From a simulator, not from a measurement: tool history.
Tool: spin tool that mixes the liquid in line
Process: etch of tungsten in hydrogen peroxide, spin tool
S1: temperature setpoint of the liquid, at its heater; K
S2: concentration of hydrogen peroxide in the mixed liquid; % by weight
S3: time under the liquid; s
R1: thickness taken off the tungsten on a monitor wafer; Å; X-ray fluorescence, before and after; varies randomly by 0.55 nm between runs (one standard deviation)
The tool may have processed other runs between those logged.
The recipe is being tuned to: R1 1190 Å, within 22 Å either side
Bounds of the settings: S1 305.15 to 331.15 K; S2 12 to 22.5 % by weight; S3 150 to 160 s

{"run": 1, "day": 0.0, "S1": 315.15, "S2": 15.5, "S3": 150, "R1": 826.46}
{"run": 2, "day": 0.138, "S1": 312.65, "S2": 15.5, "S3": 150, "R1": 704.85}
{"run": 3, "day": 0.346, "S1": 314.15, "S2": 15.5, "S3": 150, "R1": 779.87}
{"run": 4, "day": 0.646, "S1": 314.15, "S2": 15.5, "S3": 150, "R1": 772.79}
{"run": 5, "day": 0.842, "S1": 315.65, "S2": 15.5, "S3": 150, "R1": 845.57}
{"run": 6, "day": 1.038, "S1": 309.65, "S2": 15.5, "S3": 150, "R1": 570.49}
{"run": 7, "day": 1.362, "S1": 311.65, "S2": 15.5, "S3": 150, "R1": 652.79}
{"run": 8, "day": 1.583, "S1": 319.65, "S2": 15.5, "S3": 150, "R1": 1096.9}

Exactly one of the 5 candidate moves below puts every result within its allowed miss. Which one?
{"run": "A", "day": 1.804, "S1": 320.15, "S2": 15, "S3": 160, "R1": "?"}
{"run": "B", "day": 1.804, "S1": 321.65, "S2": 16.5, "S3": 150, "R1": "?"}
{"run": "C", "day": 1.804, "S1": 319.15, "S2": 15, "S3": 150, "R1": "?"}
{"run": "D", "day": 1.804, "S1": 319.15, "S2": 17.5, "S3": 150, "R1": "?"}
{"run": "E", "day": 1.804, "S1": 321.65, "S2": 13.5, "S3": 160, "R1": "?"}

move=A R1=1184.4
move=B R1=1278
move=C R1=1043.1
move=D R1=1126.7
move=E R1=1233.1
A: every result lands within tolerance
B: pushes the last run's worst result past its target
C: the biggest miss grows against the last run
D: better than the last run, though not everything is in spec
E: pushes the last run's worst result past its target
Go with A: it meets all targets.
